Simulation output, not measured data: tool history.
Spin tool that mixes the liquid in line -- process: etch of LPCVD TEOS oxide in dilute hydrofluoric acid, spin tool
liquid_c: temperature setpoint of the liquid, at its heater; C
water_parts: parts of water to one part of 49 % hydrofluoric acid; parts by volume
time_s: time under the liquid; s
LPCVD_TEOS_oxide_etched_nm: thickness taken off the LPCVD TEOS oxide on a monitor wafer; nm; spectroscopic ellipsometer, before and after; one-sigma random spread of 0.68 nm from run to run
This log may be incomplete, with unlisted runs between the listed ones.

| run | day | liquid_c | water_parts | time_s | LPCVD_TEOS_oxide_etched_nm |
|---|---|---|---|---|---|
| 1 | 0.000 | 24.0 | 200 | 315 | 38.372 |
| 2 | 0.300 | 26.5 | 200 | 315 | 41.863 |
| 3 | 0.533 | 26.5 | 200 | 315 | 41.956 |
| 4 | 0.792 | 28.0 | 160 | 315 | 58.442 |
| 5 | 0.917 | 29.0 | 135 | 315 | 74.027 |
| 6 | 1.150 | 30.0 | 120 | 315 | 88.753 |
| 7 | 1.254 | 30.5 | 110 | 315 | 99.585 |
| 8 | 1.600 | 32.0 | 85 | 315 | 142.540 |
| 9 | 1.700 | 31.5 | 85 | 315 | 140.310 |
| 10 | 2.008 | 31.0 | 85 | 315 | 135.830 |
| 11 | 2.150 | 30.5 | 85 | 315 | 132.760 |
| 12 | 2.350 | 30.0 | 85 | 315 | 131.810 |
| 13 | 2.529 | 29.5 | 85 | 315 | 128.770 |

Run 14 comes next. What will it give?
| 14 | 2.879 | 29.0 | 85 | 315 | ? |

For run 14 the tool returned LPCVD_TEOS_oxide_etched_nm 127.030 nm.
